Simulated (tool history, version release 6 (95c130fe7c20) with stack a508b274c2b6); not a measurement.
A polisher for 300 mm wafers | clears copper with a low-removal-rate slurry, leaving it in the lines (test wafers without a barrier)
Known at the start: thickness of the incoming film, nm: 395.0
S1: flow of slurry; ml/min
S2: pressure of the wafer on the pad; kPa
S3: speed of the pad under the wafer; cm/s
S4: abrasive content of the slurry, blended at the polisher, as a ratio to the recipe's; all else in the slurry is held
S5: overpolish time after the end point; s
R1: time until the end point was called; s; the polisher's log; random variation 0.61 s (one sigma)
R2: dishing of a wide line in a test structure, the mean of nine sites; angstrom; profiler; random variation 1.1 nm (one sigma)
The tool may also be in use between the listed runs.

run,hour,S1,S2,S3,S4,S5,R1,R2
1,0.0,215,25.5,118,1.00,24,89.708,589.62
2,6.5,215,26.9,118,1.00,25,83.133,623.78
3,14.3,215,27.6,118,1.00,26,81.865,657.73
4,16.9,215,27.6,138,1.00,26,70.796,721.98
5,22.6,215,27.6,138,1.05,26,70.718,711.85
6,26.7,215,27.6,166,1.05,26,58.010,785.31
7,30.9,210,26.9,166,1.05,27,60.401,776.68
8,37.1,205,26.9,166,1.05,28,61.054,799.93

Forecast run 9:
9,42.7,200,26.9,166,1.05,28,?,?

Run 9 gave R1 61.477 s, R2 800.06 angstrom.
